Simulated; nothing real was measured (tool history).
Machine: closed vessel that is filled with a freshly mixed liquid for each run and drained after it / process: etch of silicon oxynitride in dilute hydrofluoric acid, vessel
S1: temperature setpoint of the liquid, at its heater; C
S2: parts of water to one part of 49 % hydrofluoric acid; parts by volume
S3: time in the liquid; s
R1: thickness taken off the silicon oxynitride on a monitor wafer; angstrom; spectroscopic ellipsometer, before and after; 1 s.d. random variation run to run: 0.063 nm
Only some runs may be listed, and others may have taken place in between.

Run 1, day 0.000: S1 23.0 C, S2 120 parts by volume, S3 830 s. Result: R1 194.20 angstrom.
Run 2, day 0.371: S1 23.0 C, S2 105 parts by volume, S3 830 s. Result: R1 226.26 angstrom.
Run 3, day 0.546: S1 20.0 C, S2 105 parts by volume, S3 830 s. Result: R1 194.68 angstrom.
Run 4, day 0.821: S1 19.5 C, S2 120 parts by volume, S3 830 s. Result: R1 165.18 angstrom.
Run 5, day 1.171: S1 19.5 C, S2 85 parts by volume, S3 830 s. Result: R1 242.40 angstrom.
Run 6, day 1.275: S1 22.0 C, S2 85 parts by volume, S3 830 s. Result: R1 268.93 angstrom.
Run 7, day 1.450: S1 21.0 C, S2 105 parts by volume, S3 830 s. Result: R1 204.29 angstrom.
Run 8, day 1.638: S1 20.0 C, S2 120 parts by volume, S3 830 s. Result: R1 170.38 angstrom.

Estimate the outcome of run 9 from the log above:
Run 9, day 1.817: S1 19.5 C, S2 135 parts by volume, S3 830 s. Result: R1 ?.

{"run 9": {"R1": 145.48}}
